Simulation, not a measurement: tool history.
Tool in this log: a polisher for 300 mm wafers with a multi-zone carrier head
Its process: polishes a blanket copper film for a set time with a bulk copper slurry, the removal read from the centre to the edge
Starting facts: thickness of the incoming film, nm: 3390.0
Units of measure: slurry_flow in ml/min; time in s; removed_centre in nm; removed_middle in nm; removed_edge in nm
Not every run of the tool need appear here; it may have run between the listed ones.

{"run": 1, "hour": 0.0, "slurry_flow": 255, "centre_zone": 1.0, "middle_zone": 1.0, "edge_zone": 1.0, "slurry_solids": 1.0, "time": 43, "removed_centre": 362.44, "removed_middle": 317.1, "removed_edge": 316.25}
{"run": 2, "hour": 0.6, "slurry_flow": 255, "centre_zone": 1.0, "middle_zone": 1.03, "edge_zone": 1.0, "slurry_solids": 1.0, "time": 43, "removed_centre": 365.79, "removed_middle": 326.89, "removed_edge": 321.22}
{"run": 3, "hour": 7.0, "slurry_flow": 255, "centre_zone": 1.0, "middle_zone": 1.03, "edge_zone": 0.96, "slurry_solids": 1.0, "time": 43, "removed_centre": 363.47, "removed_middle": 321.1, "removed_edge": 317.8}
{"run": 4, "hour": 13.8, "slurry_flow": 255, "centre_zone": 0.97, "middle_zone": 1.04, "edge_zone": 0.95, "slurry_solids": 0.9, "time": 38, "removed_centre": 306.46, "removed_middle": 279.9, "removed_edge": 269.74}
{"run": 5, "hour": 16.6, "slurry_flow": 245, "centre_zone": 0.93, "middle_zone": 1.03, "edge_zone": 0.96, "slurry_solids": 0.8, "time": 35, "removed_centre": 263.86, "removed_middle": 257.64, "removed_edge": 243.18}
{"run": 6, "hour": 20.1, "slurry_flow": 205, "centre_zone": 0.93, "middle_zone": 1.03, "edge_zone": 0.96, "slurry_solids": 0.8, "time": 35, "removed_centre": 255.68, "removed_middle": 248.06, "removed_edge": 237.58}
{"run": 7, "hour": 24.3, "slurry_flow": 185, "centre_zone": 0.83, "middle_zone": 0.98, "edge_zone": 0.91, "slurry_solids": 0.55, "time": 24, "removed_centre": 152.21, "removed_middle": 151.12, "removed_edge": 153.16}
{"run": 8, "hour": 31.1, "slurry_flow": 205, "centre_zone": 0.83, "middle_zone": 0.99, "edge_zone": 0.93, "slurry_solids": 0.55, "time": 24, "removed_centre": 153.69, "removed_middle": 157.8, "removed_edge": 153.77}
{"run": 9, "hour": 32.6, "slurry_flow": 210, "centre_zone": 0.84, "middle_zone": 0.99, "edge_zone": 0.96, "slurry_solids": 0.6, "time": 24, "removed_centre": 153.97, "removed_middle": 160.46, "removed_edge": 160.14}
{"run": 10, "hour": 35.7, "slurry_flow": 225, "centre_zone": 0.85, "middle_zone": 0.99, "edge_zone": 0.97, "slurry_solids": 0.6, "time": 24, "removed_centre": 155.32, "removed_middle": 159.72, "removed_edge": 156.83}
{"hour": 44.7, "done": "centre zone pressure recalibrated"}
{"run": 11, "hour": 44.7, "slurry_flow": 215, "centre_zone": 0.86, "middle_zone": 1.0, "edge_zone": 0.97, "slurry_solids": 0.65, "time": 24, "removed_centre": 145.41, "removed_middle": 161.3, "removed_edge": 168.38}

Run 12, settings as shown, results not yet in. Your forecast:
{"run": 12, "hour": 51.3, "slurry_flow": 230, "centre_zone": 0.87, "middle_zone": 1.0, "edge_zone": 0.97, "slurry_solids": 0.65, "time": 24, "removed_centre": "?", "removed_middle": "?", "removed_edge": "?"}

Run 12 yielded removed_centre 147.76 nm, removed_middle 163.61 nm, removed_edge 164.61 nm.
